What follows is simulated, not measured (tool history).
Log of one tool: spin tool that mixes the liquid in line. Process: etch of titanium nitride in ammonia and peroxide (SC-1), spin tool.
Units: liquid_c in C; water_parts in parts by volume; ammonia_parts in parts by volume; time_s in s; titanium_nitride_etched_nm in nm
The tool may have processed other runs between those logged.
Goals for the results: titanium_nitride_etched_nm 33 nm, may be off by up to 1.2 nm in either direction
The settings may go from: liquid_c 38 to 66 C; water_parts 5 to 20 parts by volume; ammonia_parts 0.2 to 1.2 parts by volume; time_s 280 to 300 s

run	hour	liquid_c	water_parts	ammonia_parts	time_s	titanium_nitride_etched_nm
1	0	50	11	0.7	280	19.538
2	7.2	50	11	0.7	300	21.339
3	8.7	51.5	11	0.7	300	23.391
4	16.5	53	11	0.7	300	25.852
5	18.9	53	11	0.95	300	27.32
6	26.7	54	11	0.95	300	29.189
7	33.9	54.5	11	0.95	300	29.977
8	37.3	54.5	11	0.95	300	30.219
9	42.3	55	11	0.95	300	30.481

Exercise: of the 5 proposed moves below, exactly one satisfies all targets within the stated allowed misses. Which move is it?
A	47.3	55.5	9	0.9	285	?
B	47.3	48.5	6	1.2	300	?
C	47.3	55	12	1.2	280	?
D	47.3	55.5	11.5	0.8	285	?
E	47.3	58	11	1	280	?

move	titanium_nitride_etched_nm
A	33.6
B	27.449
C	28.845
D	29.124
E	35.85
A: every result lands within tolerance
B: lands further from the targets than the last run did
C: lands further from the targets than the last run did
D: lands further from the targets than the last run did
E: moves the result that the last run missed by most past its target, out the other side
A meets every target.
